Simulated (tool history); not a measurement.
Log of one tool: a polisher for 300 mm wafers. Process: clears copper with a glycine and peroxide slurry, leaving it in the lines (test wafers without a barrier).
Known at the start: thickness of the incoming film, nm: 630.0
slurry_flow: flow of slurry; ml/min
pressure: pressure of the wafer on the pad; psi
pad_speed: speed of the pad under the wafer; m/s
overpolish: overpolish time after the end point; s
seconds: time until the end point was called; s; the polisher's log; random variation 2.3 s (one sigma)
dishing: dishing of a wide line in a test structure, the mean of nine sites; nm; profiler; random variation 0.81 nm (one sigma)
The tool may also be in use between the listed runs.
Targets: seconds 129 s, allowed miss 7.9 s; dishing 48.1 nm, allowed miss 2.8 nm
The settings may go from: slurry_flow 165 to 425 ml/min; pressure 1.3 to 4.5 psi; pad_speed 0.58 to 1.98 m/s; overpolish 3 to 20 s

run    day  slurry_flow  pressure  pad_speed  overpolish  seconds  dishing
  1      0          275       2.9       1.28          10   75.836   50.236
  2  0.071          275       2.7       1.26          11   80.858   50.856
  3  0.408          275       2.7       1.26          15   81.541   63.941
  4  0.588          275       2.5       1.24          15   86.095   61.386
  5  0.812          275       2.4       1.22          15   88.315   57.384
  6  1.142          275       3.1       1.22          15   74.372   69.642
  7  1.508          275       2.3          1          18   109.67   58.124
  8  1.629          275       2.2          1          18   113.75     57.8
  9  1.679          275       2.1          1          18   117.03   56.736

4 next moves are on the table. One of them brings every result within its allowed miss. Which?
  A  1.729          330       2.1       1.14          15        ?        ?
  B  1.729          275       2.7       0.98          20        ?        ?
  C  1.729          270         2       1.12          15        ?        ?
  D  1.729          240       1.9       0.96          17        ?        ?

move  seconds  dishing
   A    105.5   53.104
   B   100.65   68.854
   C   112.22   50.602
   D   132.15   49.358
A: as far off as the last run
B: further off than the last run
C: brings the result that was furthest off to its target, and leaves another outside
D: meets every target
The right move is D.

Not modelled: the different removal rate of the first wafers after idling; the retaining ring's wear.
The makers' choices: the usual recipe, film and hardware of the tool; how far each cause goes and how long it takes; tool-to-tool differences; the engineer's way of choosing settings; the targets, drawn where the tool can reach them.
